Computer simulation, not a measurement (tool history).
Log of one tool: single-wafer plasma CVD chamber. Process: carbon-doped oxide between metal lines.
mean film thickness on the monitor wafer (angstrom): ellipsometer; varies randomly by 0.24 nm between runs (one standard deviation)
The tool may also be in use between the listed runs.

| run | hour | heater temperature setpoint (deg C) | chamber pressure (Pa) | RF power (kW) | deposition time (s) | mean film thickness on the monitor wafer (angstrom) |
|---|---|---|---|---|---|---|
| 1 | 0 | 330 | 641 | 0.435 | 18.2 | 872.48 |
| 2 | 3.8 | 333 | 609 | 0.425 | 18.2 | 829.04 |
| 3 | 7.9 | 327 | 609 | 0.425 | 18.2 | 854.82 |
| 4 | 16.6 | 331 | 584 | 0.425 | 18.2 | 831.06 |
|  | 24.3 | capacitance manometer re-zeroed and calibrated |
| 5 | 24.3 | 331 | 584 | 0.425 | 18.2 | 827.55 |
| 6 | 29.3 | 331 | 491 | 0.425 | 18.2 | 813.07 |

Run 7 comes next. What will it give?
| 7 | 32 | 334 | 477 | 0.425 | 18.2 | ? |

{"run 7": {"mean film thickness on the monitor wafer (angstrom)": 796.08}}
